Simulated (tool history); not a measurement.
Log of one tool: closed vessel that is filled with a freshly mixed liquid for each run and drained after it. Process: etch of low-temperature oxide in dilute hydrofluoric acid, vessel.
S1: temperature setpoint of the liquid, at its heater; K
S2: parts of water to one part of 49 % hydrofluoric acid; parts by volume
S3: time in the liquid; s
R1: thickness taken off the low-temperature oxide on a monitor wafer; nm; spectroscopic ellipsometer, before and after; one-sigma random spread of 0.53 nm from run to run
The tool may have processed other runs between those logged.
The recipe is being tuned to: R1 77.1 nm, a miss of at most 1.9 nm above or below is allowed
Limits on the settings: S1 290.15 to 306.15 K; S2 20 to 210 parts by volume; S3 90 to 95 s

run  hour      S1   S2  S3      R1
  1     0  298.15  115  90   30.56
  2   7.3  299.15  105  90  35.207
  3  15.1  299.15  105  95  37.458
  4  23.9  299.15   65  95  63.521
  5  27.6  299.15   65  90  60.286
  6  32.3  300.15   65  90  62.684
  7  33.1  300.65   65  90  64.488
  8  35.2  301.15   65  90  64.664
  9  37.4  301.65   65  90  67.686
 10  38.5  302.15   65  90  68.014
 11  39.6  302.65   65  90  69.601

Which of these 4 next moves meets every target?
  A  40.7  299.15  60  90   ?
  B  40.7  300.65  75  95   ?
  C  40.7  297.15  50  95   ?
  D  40.7  305.15  75  90   ?

move      R1
   A   66.13
   B  58.052
   C  78.272
   D  65.377
A: its largest miss is bigger than the last run's
B: its largest miss is bigger than the last run's
C: every result lands within tolerance
D: its largest miss is bigger than the last run's
The move that meets every target is C.
